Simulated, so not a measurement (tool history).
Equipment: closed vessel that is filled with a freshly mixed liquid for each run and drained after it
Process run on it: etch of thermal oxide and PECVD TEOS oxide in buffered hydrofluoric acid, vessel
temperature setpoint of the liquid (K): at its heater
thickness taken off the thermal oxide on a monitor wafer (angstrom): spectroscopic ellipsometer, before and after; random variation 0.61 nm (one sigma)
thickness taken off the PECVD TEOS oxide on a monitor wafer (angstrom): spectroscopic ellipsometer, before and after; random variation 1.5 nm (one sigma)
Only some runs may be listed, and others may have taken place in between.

run,hour,temperature setpoint of the liquid (K),parts of 40 % ammonium fluoride to one part of 49 % hydrofluoric acid (parts by volume),time in the liquid (s),thickness taken off the thermal oxide on a monitor wafer (angstrom),thickness taken off the PECVD TEOS oxide on a monitor wafer (angstrom)
1,0,294.15,15,60,373.5,797.76
2,8.9,292.15,15,60,330.02,710.77
3,13.2,292.15,12,60,407.77,895.82
4,18.9,292.15,12,85,583.55,1257.1
5,20.5,290.15,12,85,520.63,1111.5
6,21.4,290.15,12,85,517.77,1116.1

Run 7, settings as shown, results not yet in. Your forecast:
7,22.6,291.15,12,85,?,?

Run 7 measured thickness taken off the thermal oxide on a monitor wafer (angstrom) 550.07, thickness taken off the PECVD TEOS oxide on a monitor wafer (angstrom) 1191.5.

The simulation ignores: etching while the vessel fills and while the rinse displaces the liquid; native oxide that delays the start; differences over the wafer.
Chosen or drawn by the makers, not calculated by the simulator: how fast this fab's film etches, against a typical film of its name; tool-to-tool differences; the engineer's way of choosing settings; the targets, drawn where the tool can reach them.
